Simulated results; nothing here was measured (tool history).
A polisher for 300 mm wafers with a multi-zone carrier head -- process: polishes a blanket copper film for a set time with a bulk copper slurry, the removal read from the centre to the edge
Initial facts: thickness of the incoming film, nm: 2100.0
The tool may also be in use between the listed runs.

run	hour	flow of slurry (ml/min)	pressure of the head's centre zone	pressure of the head's middle zone	pressure of the head's edge zone	abrasive content of the slurry	polishing time (s)	film removed at the wafer's centre (nm)	film removed at mid-radius (nm)	film removed at the wafer's edge (nm)
1	0.0	165	1.00	1.00	1.00	1.00	54	640.05	650.28	682.55
2	6.5	160	0.98	0.99	0.98	0.90	53	600.54	629.94	650.57
3	13.7	160	0.98	0.99	0.93	0.90	53	605.46	609.16	627.14
4	15.9	155	0.96	0.98	0.92	0.80	52	568.72	581.93	609.42
5	20.9	155	0.96	0.98	0.92	1.00	52	580.80	597.32	620.39
6	23.0	155	0.96	0.98	0.92	0.80	52	563.10	602.62	602.04
7	27.7	150	0.95	0.96	0.91	0.75	51	546.11	560.38	576.47
8	29.9	145	0.93	0.95	0.90	0.70	51	528.46	548.40	574.22
9	34.5	140	0.92	0.95	0.89	0.65	50	493.58	525.55	543.49
10	37.5	135	0.92	0.95	0.89	0.65	50	490.51	530.03	565.06
11	43.6	135	0.91	0.95	0.88	0.60	50	488.71	521.53	537.47

For run 12, what comes out?
12	44.6	130	0.90	0.95	0.87	0.60	50	?	?	?

{"run 12": {"film removed at the wafer's centre (nm)": 476.19, "film removed at mid-radius (nm)": 525.05, "film removed at the wafer's edge (nm)": 536.85}}

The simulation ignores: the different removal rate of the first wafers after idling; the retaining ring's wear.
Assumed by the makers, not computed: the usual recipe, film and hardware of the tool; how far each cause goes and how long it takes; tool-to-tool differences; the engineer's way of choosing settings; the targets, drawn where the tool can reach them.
